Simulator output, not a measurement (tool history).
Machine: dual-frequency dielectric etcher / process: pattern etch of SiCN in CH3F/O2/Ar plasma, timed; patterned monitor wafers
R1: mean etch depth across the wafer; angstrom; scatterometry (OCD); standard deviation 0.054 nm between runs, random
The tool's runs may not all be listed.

run 1 hour=0 | source_power_(kW)=0.36 bias_power_(kW)=0.066 etch_time_(s)=36.5 | R1=118.06
run 2 hour=4.5 | source_power_(kW)=0.34 bias_power_(kW)=0.065 etch_time_(s)=36.5 | R1=114.34
run 3 hour=5.9 | source_power_(kW)=0.31 bias_power_(kW)=0.065 etch_time_(s)=36.5 | R1=111.86
run 4 hour=10.8 | source_power_(kW)=0.31 bias_power_(kW)=0.065 etch_time_(s)=36.5 | R1=112.37
run 5 hour=17.3 | source_power_(kW)=0.3 bias_power_(kW)=0.064 etch_time_(s)=36.5 | R1=109.45
run 6 hour=20.9 | source_power_(kW)=0.29 bias_power_(kW)=0.064 etch_time_(s)=36.5 | R1=108.2
run 7 hour=26.9 | source_power_(kW)=0.28 bias_power_(kW)=0.064 etch_time_(s)=36.5 | R1=107.46

Run 8, settings as shown, results not yet in. Your forecast:
run 8 hour=29.5 | source_power_(kW)=0.27 bias_power_(kW)=0.064 etch_time_(s)=36.5 | R1=?

{"run 8": {"R1": 106.05}}
